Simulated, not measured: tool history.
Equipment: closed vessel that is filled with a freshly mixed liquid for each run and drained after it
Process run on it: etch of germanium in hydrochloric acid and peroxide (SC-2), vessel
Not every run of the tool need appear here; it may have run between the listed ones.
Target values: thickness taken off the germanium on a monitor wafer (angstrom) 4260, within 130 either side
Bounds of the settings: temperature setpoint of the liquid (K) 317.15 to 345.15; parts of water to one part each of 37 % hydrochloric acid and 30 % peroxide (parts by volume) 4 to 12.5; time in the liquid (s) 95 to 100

| run | hour | temperature setpoint of the liquid (K) | parts of water to one part each of 37 % hydrochloric acid and 30 % peroxide (parts by volume) | time in the liquid (s) | thickness taken off the germanium on a monitor wafer (angstrom) |
|---|---|---|---|---|---|
| 1 | 0 | 333.15 | 7 | 95 | 3606.3 |
| 2 | 0.8 | 335.15 | 7 | 95 | 3822.4 |
| 3 | 1.8 | 329.65 | 7 | 95 | 3273.5 |
| 4 | 9.6 | 329.65 | 5 | 95 | 3275.5 |
| 5 | 18.5 | 329.65 | 4 | 95 | 3334 |
| 6 | 23.5 | 332.15 | 4 | 95 | 3561.3 |
| 7 | 31.2 | 334.15 | 4 | 95 | 3787.9 |
| 8 | 37.3 | 335.65 | 4 | 95 | 3972.6 |
| 9 | 38.7 | 336.15 | 4 | 95 | 3982.6 |
| 10 | 45.4 | 336.15 | 4 | 95 | 4021 |
| 11 | 52.4 | 336.65 | 4 | 95 | 4094.6 |

Which single option among these 4 for the next run brings every result within its allowed miss of target? Just one does.
| A | 59.4 | 335.65 | 4 | 95 | ? |
| B | 59.4 | 334.65 | 7 | 95 | ? |
| C | 59.4 | 336.15 | 4 | 100 | ? |
| D | 59.4 | 335.65 | 5 | 95 | ? |

| move | thickness taken off the germanium on a monitor wafer (angstrom) |
|---|---|
| A | 3998.9 |
| B | 3796.6 |
| C | 4272.5 |
| D | 3976.7 |
A: misses by more than the last run did
B: misses by more than the last run did
C: every result lands within tolerance
D: misses by more than the last run did
So the answer is move C, the one that meets all the targets.
